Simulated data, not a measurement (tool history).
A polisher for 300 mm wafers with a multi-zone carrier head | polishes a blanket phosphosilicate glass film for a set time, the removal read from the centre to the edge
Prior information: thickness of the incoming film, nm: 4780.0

run,hour,flow of slurry (ml/min),pressure of the head's centre zone,pressure of the head's middle zone,pressure of the head's edge zone,abrasive content of the slurry,polishing time (s),film removed at the wafer's centre (nm),film removed at mid-radius (nm),film removed at the wafer's edge (nm)
1,0.0,205,1.00,1.00,1.00,1.00,43,295.10,284.00,291.31
2,0.6,205,1.00,1.00,0.96,1.00,43,289.83,278.25,283.94
3,3.7,205,1.00,1.00,1.02,1.00,43,293.23,276.59,291.85
4,10.2,200,0.98,0.98,1.02,0.95,41,265.15,251.30,271.86
5,13.7,200,0.98,0.98,1.02,0.95,48,306.78,295.58,316.98
6,21.7,195,0.96,0.97,1.01,0.90,46,275.84,274.37,290.84
7,22.9,190,0.95,0.95,1.01,0.85,44,251.52,244.63,264.62
8,26.5,185,0.93,0.94,1.01,0.80,43,224.65,217.81,239.66
9,34.4,180,0.92,0.93,1.02,0.75,43,202.88,203.71,230.06

Run 10 has not been measured yet. What should we expect?
10,40.3,175,0.91,0.92,1.01,0.70,43,?,?,?

For run 10 the tool returned film removed at the wafer's centre (nm) 189.47, film removed at mid-radius (nm) 188.37, film removed at the wafer's edge (nm) 209.79.

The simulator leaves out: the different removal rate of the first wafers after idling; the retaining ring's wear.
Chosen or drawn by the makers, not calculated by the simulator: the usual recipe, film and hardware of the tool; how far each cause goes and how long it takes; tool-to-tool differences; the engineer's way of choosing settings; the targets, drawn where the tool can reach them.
